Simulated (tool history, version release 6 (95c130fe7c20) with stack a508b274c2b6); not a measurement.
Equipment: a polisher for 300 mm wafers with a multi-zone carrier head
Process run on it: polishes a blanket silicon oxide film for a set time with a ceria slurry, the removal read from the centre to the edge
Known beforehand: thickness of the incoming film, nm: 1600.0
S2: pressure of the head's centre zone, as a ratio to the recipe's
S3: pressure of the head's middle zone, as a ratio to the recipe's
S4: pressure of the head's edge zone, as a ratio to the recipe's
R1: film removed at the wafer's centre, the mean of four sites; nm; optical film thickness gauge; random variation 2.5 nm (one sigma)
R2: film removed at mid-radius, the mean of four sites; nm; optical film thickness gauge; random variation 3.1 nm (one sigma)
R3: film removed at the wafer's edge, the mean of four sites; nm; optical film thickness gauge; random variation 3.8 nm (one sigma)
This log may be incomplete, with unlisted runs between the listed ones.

{"run": 1, "hour": 0.0, "flow of slurry (ml/min)": 130, "S2": 1, "S3": 1, "S4": 1, "polishing time (s)": 89, "R1": 360.78, "R2": 356.39, "R3": 354.33}
{"run": 2, "hour": 3.7, "flow of slurry (ml/min)": 130, "S2": 1, "S3": 0.94, "S4": 1, "polishing time (s)": 89, "R1": 363.53, "R2": 331.9, "R3": 354.23}
{"run": 3, "hour": 11.0, "flow of slurry (ml/min)": 120, "S2": 0.95, "S3": 0.92, "S4": 0.97, "polishing time (s)": 85, "R1": 329.77, "R2": 304.72, "R3": 326.18}
{"run": 4, "hour": 12.3, "flow of slurry (ml/min)": 120, "S2": 0.95, "S3": 0.92, "S4": 0.97, "polishing time (s)": 65, "R1": 249.49, "R2": 236.93, "R3": 254.16}
{"run": 5, "hour": 18.7, "flow of slurry (ml/min)": 120, "S2": 1.01, "S3": 0.92, "S4": 0.97, "polishing time (s)": 65, "R1": 267.2, "R2": 236.92, "R3": 256.18}
{"run": 6, "hour": 24.3, "flow of slurry (ml/min)": 120, "S2": 1.01, "S3": 0.92, "S4": 0.97, "polishing time (s)": 82, "R1": 327.71, "R2": 300.23, "R3": 311.28}
{"run": 7, "hour": 27.6, "flow of slurry (ml/min)": 110, "S2": 0.96, "S3": 0.92, "S4": 0.97, "polishing time (s)": 81, "R1": 316.71, "R2": 291.52, "R3": 322.41}
{"run": 8, "hour": 29.6, "flow of slurry (ml/min)": 115, "S2": 0.92, "S3": 0.92, "S4": 0.96, "polishing time (s)": 78, "R1": 286.09, "R2": 282.67, "R3": 310.09}
{"run": 9, "hour": 30.7, "flow of slurry (ml/min)": 120, "S2": 0.91, "S3": 0.91, "S4": 0.94, "polishing time (s)": 76, "R1": 283.12, "R2": 274.59, "R3": 299.7}
{"run": 10, "hour": 34.3, "flow of slurry (ml/min)": 120, "S2": 0.9, "S3": 0.91, "S4": 0.93, "polishing time (s)": 74, "R1": 269.1, "R2": 262.52, "R3": 286.19}

The next listed run, before its measurement:
{"run": 11, "hour": 37.8, "flow of slurry (ml/min)": 120, "S2": 0.89, "S3": 0.91, "S4": 0.93, "polishing time (s)": 74, "R1": "?", "R2": "?", "R3": "?"}

For run 11 the tool returned R1 267.17 nm, R2 261.06 nm, R3 285.18 nm.
